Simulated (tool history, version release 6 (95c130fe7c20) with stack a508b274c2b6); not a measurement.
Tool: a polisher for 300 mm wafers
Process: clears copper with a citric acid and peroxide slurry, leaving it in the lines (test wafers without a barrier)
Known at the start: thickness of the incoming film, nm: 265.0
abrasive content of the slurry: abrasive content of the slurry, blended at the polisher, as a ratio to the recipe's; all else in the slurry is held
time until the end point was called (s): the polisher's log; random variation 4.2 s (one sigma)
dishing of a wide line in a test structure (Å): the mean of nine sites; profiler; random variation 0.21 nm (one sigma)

run	day	flow of slurry (ml/min)	pressure of the wafer on the pad (kPa)	speed of the pad under the wafer (m/s)	abrasive content of the slurry	overpolish time after the end point (s)	time until the end point was called (s)	dishing of a wide line in a test structure (Å)
1	0.000	125	17.9	0.96	1.00	17	128.05	261.18
2	0.062	125	20.0	0.96	1.00	17	120.89	277.73
3	0.112	125	17.2	0.96	1.00	17	136.75	261.57
4	0.288	125	17.2	0.84	1.00	14	153.05	181.01
5	0.508	125	17.2	0.84	0.85	14	163.21	188.04
6	0.575	130	15.2	0.82	0.95	12	170.66	141.29

The next listed run, before its measurement:
7	0.821	130	13.8	0.80	0.95	11	?	?

Run 7 gave time until the end point was called (s) 188.54, dishing of a wide line in a test structure (Å) 122.72.
